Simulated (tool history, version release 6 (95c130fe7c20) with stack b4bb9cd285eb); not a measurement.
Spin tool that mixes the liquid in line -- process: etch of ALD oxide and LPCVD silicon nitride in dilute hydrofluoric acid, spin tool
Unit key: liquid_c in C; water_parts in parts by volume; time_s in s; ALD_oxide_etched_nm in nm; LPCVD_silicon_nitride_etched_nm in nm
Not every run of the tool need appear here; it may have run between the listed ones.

run    day  liquid_c  water_parts  time_s  ALD_oxide_etched_nm  LPCVD_silicon_nitride_etched_nm
  1      0        25          260     180               20.864                          0.42038
  2  0.375        27          260     180               22.433                          0.46591
  3  0.421      24.5          295     180               17.193                          0.39615
  4  0.533      24.5          215     180               25.861                          0.51966
  5  0.879        26          215     180               27.011                          0.59132
  6  1.196        24          265     180               19.349                          0.44137
  7  1.362        20          370     175               10.687                          0.22461

What does the tool deliver on the next run?
  8  1.417      19.5          380     175                    ?                                ?

{"run 8": {"ALD_oxide_etched_nm": 10.191, "LPCVD_silicon_nitride_etched_nm": 0.21455}}

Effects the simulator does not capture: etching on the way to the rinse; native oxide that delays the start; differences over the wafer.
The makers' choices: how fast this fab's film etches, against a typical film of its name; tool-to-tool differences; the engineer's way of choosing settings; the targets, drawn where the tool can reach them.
